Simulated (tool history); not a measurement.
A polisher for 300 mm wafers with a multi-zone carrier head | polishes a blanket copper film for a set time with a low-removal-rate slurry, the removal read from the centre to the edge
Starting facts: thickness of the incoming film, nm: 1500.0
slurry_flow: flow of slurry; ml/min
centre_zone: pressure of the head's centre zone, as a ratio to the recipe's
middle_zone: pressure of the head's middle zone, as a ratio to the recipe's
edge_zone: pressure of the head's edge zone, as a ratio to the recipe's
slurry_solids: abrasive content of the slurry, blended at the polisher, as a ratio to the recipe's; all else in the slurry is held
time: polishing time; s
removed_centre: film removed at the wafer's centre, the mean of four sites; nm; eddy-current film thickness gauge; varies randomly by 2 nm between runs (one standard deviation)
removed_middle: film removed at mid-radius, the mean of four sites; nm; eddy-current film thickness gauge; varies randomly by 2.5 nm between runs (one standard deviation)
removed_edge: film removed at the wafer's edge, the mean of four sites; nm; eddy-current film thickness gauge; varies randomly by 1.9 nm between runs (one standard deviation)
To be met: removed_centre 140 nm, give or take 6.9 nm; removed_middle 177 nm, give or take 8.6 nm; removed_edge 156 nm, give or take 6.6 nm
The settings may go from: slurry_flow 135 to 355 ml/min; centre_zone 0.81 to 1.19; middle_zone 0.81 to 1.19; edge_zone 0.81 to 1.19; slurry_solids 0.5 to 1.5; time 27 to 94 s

run	hour	slurry_flow	centre_zone	middle_zone	edge_zone	slurry_solids	time	removed_centre	removed_middle	removed_edge
1	0	225	1	1	1	1	60	182.24	181.92	186.16
2	2.8	225	0.95	1	1	1	60	177.24	182.25	185.02
3	11	265	0.95	1	1	1	60	174.09	184.53	190.72
4	11.5	265	0.88	1	1	1	60	162.92	185.44	195.17
5	18.7	265	0.88	0.96	1	1	60	165.5	177.5	186.86
6	23.2	245	0.88	1	0.94	0.9	59	153.96	174.55	172.12
7	30	240	0.86	1.01	0.9	0.9	59	150.12	176.31	169.41
8	38.6	235	0.85	1.02	0.87	0.9	59	149.63	179.51	168.82

5 next moves are on the table. One of them brings every result within its allowed miss. Which?
A	47.2	285	0.9	0.98	0.91	0.9	59	?	?	?
B	47.2	235	0.82	0.87	1.03	1.05	59	?	?	?
C	47.2	280	0.81	1	0.91	0.85	60	?	?	?
D	47.2	225	0.85	1.09	0.84	0.5	71	?	?	?
E	47.2	235	0.88	0.96	1.04	0.85	63	?	?	?

move	removed_centre	removed_middle	removed_edge
A	161.99	176.95	175.28
B	150.96	164.9	192.28
C	145	179.22	174.54
D	140.61	178.29	156.7
E	161.6	177.97	192.25
A: lands further from the targets than the last run did
B: lands further from the targets than the last run did
C: lands further from the targets than the last run did
D: in spec on every target
E: lands further from the targets than the last run did
So the answer is move D, the one that meets all the targets.

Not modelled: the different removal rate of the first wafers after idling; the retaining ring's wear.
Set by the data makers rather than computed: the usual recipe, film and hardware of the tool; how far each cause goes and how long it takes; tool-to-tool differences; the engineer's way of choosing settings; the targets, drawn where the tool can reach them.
